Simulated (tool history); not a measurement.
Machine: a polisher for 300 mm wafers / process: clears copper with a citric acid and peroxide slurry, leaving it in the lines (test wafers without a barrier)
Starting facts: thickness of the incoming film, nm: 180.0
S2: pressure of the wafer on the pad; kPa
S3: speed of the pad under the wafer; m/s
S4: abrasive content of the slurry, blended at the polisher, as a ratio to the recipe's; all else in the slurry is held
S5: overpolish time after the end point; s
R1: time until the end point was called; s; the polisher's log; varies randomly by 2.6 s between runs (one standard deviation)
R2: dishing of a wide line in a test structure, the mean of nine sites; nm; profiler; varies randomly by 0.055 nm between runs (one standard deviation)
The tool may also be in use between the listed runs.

{"run": 1, "day": 0.0, "flow of slurry (ml/min)": 270, "S2": 14.5, "S3": 0.96, "S4": 1, "S5": 10, "R1": 126.9, "R2": 9.6523}
{"run": 2, "day": 0.371, "flow of slurry (ml/min)": 270, "S2": 11, "S3": 0.96, "S4": 1, "S5": 10, "R1": 165.34, "R2": 7.473}
{"run": 3, "day": 0.521, "flow of slurry (ml/min)": 270, "S2": 10.3, "S3": 0.92, "S4": 1, "S5": 9, "R1": 179.59, "R2": 6.2779}
{"run": 4, "day": 0.783, "flow of slurry (ml/min)": 310, "S2": 10.3, "S3": 0.92, "S4": 1, "S5": 9, "R1": 182.81, "R2": 6.3821}
{"run": 5, "day": 0.95, "flow of slurry (ml/min)": 310, "S2": 10.3, "S3": 0.92, "S4": 0.9, "S5": 9, "R1": 182.37, "R2": 5.9987}
{"run": 6, "day": 1.033, "flow of slurry (ml/min)": 310, "S2": 9.7, "S3": 0.88, "S4": 0.85, "S5": 8, "R1": 206.62, "R2": 4.7778}

The next listed run, before its measurement:
{"run": 7, "day": 1.325, "flow of slurry (ml/min)": 310, "S2": 9.7, "S3": 0.86, "S4": 0.8, "S5": 7, "R1": "?", "R2": "?"}

{"run 7": {"R1": 213.79, "R2": 4.1017}}
